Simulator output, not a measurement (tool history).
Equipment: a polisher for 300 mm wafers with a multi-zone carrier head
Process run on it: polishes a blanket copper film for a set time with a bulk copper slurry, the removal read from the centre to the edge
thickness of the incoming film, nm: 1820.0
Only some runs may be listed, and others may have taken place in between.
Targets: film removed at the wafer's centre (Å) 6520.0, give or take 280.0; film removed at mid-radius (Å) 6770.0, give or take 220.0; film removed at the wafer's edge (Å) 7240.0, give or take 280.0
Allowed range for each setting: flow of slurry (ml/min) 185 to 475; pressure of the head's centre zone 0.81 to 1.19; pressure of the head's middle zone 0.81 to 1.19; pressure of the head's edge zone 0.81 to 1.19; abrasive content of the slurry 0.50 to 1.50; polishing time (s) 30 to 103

run,day,flow of slurry (ml/min),pressure of the head's centre zone,pressure of the head's middle zone,pressure of the head's edge zone,abrasive content of the slurry,polishing time (s),film removed at the wafer's centre (Å),film removed at mid-radius (Å),film removed at the wafer's edge (Å)
1,0.000,305,1.00,1.00,1.00,1.00,66,5744.9,5674.4,5666.6
2,0.229,305,1.00,1.05,1.00,1.00,66,5675.3,5995.8,5777.3
3,0.338,305,1.00,1.05,1.07,1.00,66,5836.3,5957.4,5977.6
4,0.658,305,0.99,1.05,1.10,1.10,67,5876.6,6108.1,6129.4
5,0.946,260,0.99,1.05,1.10,1.10,67,5659.5,6238.1,5961.3
6,1.000,205,0.99,1.05,1.10,1.10,67,5709.4,5970.1,5880.6
7,1.104,235,0.98,1.03,1.13,1.15,69,5987.3,6149.4,6386.7
8,1.279,255,0.98,1.03,1.15,1.20,69,6131.3,6411.2,6437.4
9,1.317,270,0.96,1.01,1.16,1.25,70,6010.8,6461.0,6724.0
10,1.588,280,0.97,1.00,1.17,1.30,70,6179.8,6381.4,6792.6
11,1.646,290,0.97,1.00,1.18,1.35,70,6206.8,6482.5,6857.6

Which single option among these 4 for the next run brings every result within its allowed miss of target? Just one does.
A,1.704,305,0.93,0.95,1.10,1.45,75,?,?,?
B,1.704,340,0.99,1.04,1.19,1.35,64,?,?,?
C,1.704,295,0.90,1.14,1.14,1.45,68,?,?,?
D,1.704,360,1.04,0.98,1.18,1.45,67,?,?,?

move,film removed at the wafer's centre (Å),film removed at mid-radius (Å),film removed at the wafer's edge (Å)
A,6470.0,6822.9,7389.4
B,5835.3,6254.2,6499.1
C,5678.7,7200.2,6781.5
D,6516.5,6341.9,6900.9
A: every result lands within tolerance
B: moves away from the targets compared with the last run
C: moves away from the targets compared with the last run
D: moves away from the targets compared with the last run
The move that meets every target is A.

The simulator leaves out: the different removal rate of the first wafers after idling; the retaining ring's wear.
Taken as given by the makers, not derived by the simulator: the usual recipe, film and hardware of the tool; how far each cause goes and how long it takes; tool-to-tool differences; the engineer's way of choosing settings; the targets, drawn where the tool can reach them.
